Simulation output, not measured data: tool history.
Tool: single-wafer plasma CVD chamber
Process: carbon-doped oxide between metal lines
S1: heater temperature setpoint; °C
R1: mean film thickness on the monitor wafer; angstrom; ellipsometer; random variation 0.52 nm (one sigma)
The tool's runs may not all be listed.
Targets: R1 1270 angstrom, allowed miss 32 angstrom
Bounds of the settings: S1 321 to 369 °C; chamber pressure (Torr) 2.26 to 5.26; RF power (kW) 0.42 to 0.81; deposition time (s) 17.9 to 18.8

{"run": 1, "day": 0.0, "S1": 345, "chamber pressure (Torr)": 3.76, "RF power (kW)": 0.615, "deposition time (s)": 18.8, "R1": 1044.1}
{"run": 2, "day": 0.083, "S1": 345, "chamber pressure (Torr)": 3.76, "RF power (kW)": 0.615, "deposition time (s)": 18.8, "R1": 1054.4}
{"run": 3, "day": 0.325, "S1": 343, "chamber pressure (Torr)": 3.88, "RF power (kW)": 0.645, "deposition time (s)": 18.8, "R1": 1102.2}
{"run": 4, "day": 0.462, "S1": 341, "chamber pressure (Torr)": 4.04, "RF power (kW)": 0.66, "deposition time (s)": 18.8, "R1": 1132.5}
{"run": 5, "day": 0.6, "S1": 341, "chamber pressure (Torr)": 4.04, "RF power (kW)": 0.615, "deposition time (s)": 18.8, "R1": 1065.8}
{"run": 6, "day": 0.912, "S1": 347, "chamber pressure (Torr)": 4.04, "RF power (kW)": 0.615, "deposition time (s)": 18.8, "R1": 1048.9}
{"run": 7, "day": 1.104, "S1": 345, "chamber pressure (Torr)": 4.11, "RF power (kW)": 0.64, "deposition time (s)": 18.8, "R1": 1094.4}
{"run": 8, "day": 1.212, "S1": 344, "chamber pressure (Torr)": 4.2, "RF power (kW)": 0.66, "deposition time (s)": 18.8, "R1": 1134.4}

Below are 5 possible settings for the next run. Only one of them brings all results inside the allowed miss of their targets. Which is it?
{"run": "A", "day": 1.321, "S1": 343, "chamber pressure (Torr)": 4.96, "RF power (kW)": 0.63, "deposition time (s)": 17.9, "R1": "?"}
{"run": "B", "day": 1.321, "S1": 327, "chamber pressure (Torr)": 4.81, "RF power (kW)": 0.575, "deposition time (s)": 17.9, "R1": "?"}
{"run": "C", "day": 1.321, "S1": 347, "chamber pressure (Torr)": 5, "RF power (kW)": 0.8, "deposition time (s)": 18.8, "R1": "?"}
{"run": "D", "day": 1.321, "S1": 336, "chamber pressure (Torr)": 4.82, "RF power (kW)": 0.775, "deposition time (s)": 18.8, "R1": "?"}
{"run": "E", "day": 1.321, "S1": 336, "chamber pressure (Torr)": 4.37, "RF power (kW)": 0.725, "deposition time (s)": 18.8, "R1": "?"}

move=A R1=1052.7
move=B R1=1015.4
move=C R1=1338.8
move=D R1=1345.6
move=E R1=1261.2
A: its largest miss is bigger than the last run's
B: its largest miss is bigger than the last run's
C: takes the result that was furthest off past its target
D: takes the result that was furthest off past its target
E: every result lands within tolerance
E is the move that brings every result within its allowed miss.
